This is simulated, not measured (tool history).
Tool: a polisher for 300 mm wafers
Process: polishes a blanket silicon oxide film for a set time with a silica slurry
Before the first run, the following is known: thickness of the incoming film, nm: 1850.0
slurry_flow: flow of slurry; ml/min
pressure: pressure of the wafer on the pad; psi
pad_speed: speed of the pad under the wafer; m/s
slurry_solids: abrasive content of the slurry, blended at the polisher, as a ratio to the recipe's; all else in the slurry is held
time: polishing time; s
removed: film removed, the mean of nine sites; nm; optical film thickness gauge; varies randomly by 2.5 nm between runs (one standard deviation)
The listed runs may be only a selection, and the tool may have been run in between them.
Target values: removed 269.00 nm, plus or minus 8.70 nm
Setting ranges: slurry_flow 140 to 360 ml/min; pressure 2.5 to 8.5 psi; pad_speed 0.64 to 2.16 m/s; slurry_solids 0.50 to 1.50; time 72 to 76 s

run	hour	slurry_flow	pressure	pad_speed	slurry_solids	time	removed
1	0.0	230	5.5	1.40	1.00	72	373.28
2	0.6	230	4.2	1.40	1.00	72	307.65
3	1.9	230	4.1	1.40	1.00	72	300.23
4	8.8	230	4.1	1.68	1.00	72	350.38
5	13.9	230	3.8	1.68	1.00	72	338.09
6	17.2	175	3.8	1.68	1.00	72	325.90
7	19.5	175	3.8	1.68	1.00	72	324.09
8	23.8	175	3.6	1.68	1.00	72	303.24

Consider the 5 candidate settings below. Which is the only one whose results all fall within their allowed miss of target?
A	28.1	175	3.8	1.68	1.05	72	?
B	28.1	180	3.0	1.70	1.05	74	?
C	28.1	215	3.8	1.72	1.20	72	?
D	28.1	175	3.8	1.88	0.90	73	?
E	28.1	190	3.0	1.62	1.00	72	?

move	removed
A	330.62
B	296.80
C	366.67
D	340.95
E	273.68
A: further off than the last run
B: closer than the last run, but not yet in spec
C: further off than the last run
D: further off than the last run
E: each result inside its tolerance
Answer: E
